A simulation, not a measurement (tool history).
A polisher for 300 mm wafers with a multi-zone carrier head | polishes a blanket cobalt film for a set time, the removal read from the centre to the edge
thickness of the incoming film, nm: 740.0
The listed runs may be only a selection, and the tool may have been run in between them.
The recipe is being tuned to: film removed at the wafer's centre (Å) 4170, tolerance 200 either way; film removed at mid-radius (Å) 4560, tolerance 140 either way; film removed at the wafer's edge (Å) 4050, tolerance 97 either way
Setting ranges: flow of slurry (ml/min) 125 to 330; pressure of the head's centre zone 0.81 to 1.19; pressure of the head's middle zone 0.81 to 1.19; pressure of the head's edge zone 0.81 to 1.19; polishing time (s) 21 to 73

run	day	flow of slurry (ml/min)	pressure of the head's centre zone	pressure of the head's middle zone	pressure of the head's edge zone	polishing time (s)	film removed at the wafer's centre (Å)	film removed at mid-radius (Å)	film removed at the wafer's edge (Å)
1	0	210	1	1	1	47	3304.4	3197.6	3073.2
2	0.367	220	1	1.03	1.03	49	3510	3441.1	3333.9
3	0.4	230	1	1.06	1.04	50	3478	3630.7	3411.7
4	0.554	240	1.02	1.08	1.06	51	3639.9	3710.2	3486.3
5	0.862	245	1.02	1.1	1.07	52	3717.5	3927.9	3612.1
6	0.992	245	1.02	1.04	1.07	52	3776.1	3757.4	3593
7	1.279	245	1.02	1.04	1.07	52	3807.2	3795.5	3616
8	1.342	255	1.03	1.06	1.08	53	3877.2	3886.8	3712.9

Which of these 5 next moves meets every target?
A	1.404	245	1.09	0.99	1.09	60	?	?	?
B	1.404	210	1.12	1.15	1.04	60	?	?	?
C	1.404	320	1.01	1.03	1.05	62	?	?	?
D	1.404	265	1.08	1.05	1.04	62	?	?	?
E	1.404	250	1	1.13	1.06	59	?	?	?

move	film removed at the wafer's centre (Å)	film removed at mid-radius (Å)	film removed at the wafer's edge (Å)
A	4487.2	4122.5	4206.3
B	4500.1	4574.4	4035.5
C	4460.2	4534.7	4359.4
D	4647.4	4516.7	4273.2
E	4085.9	4541.5	4079.1
A: an improvement on the last run, though not all results are within tolerance
B: brings the result that was furthest off to its target, and leaves another outside
C: brings the result that was furthest off to its target, and leaves another outside
D: brings the result that was furthest off to its target, and leaves another outside
E: every result lands within tolerance
E is the move that brings every result within its allowed miss.
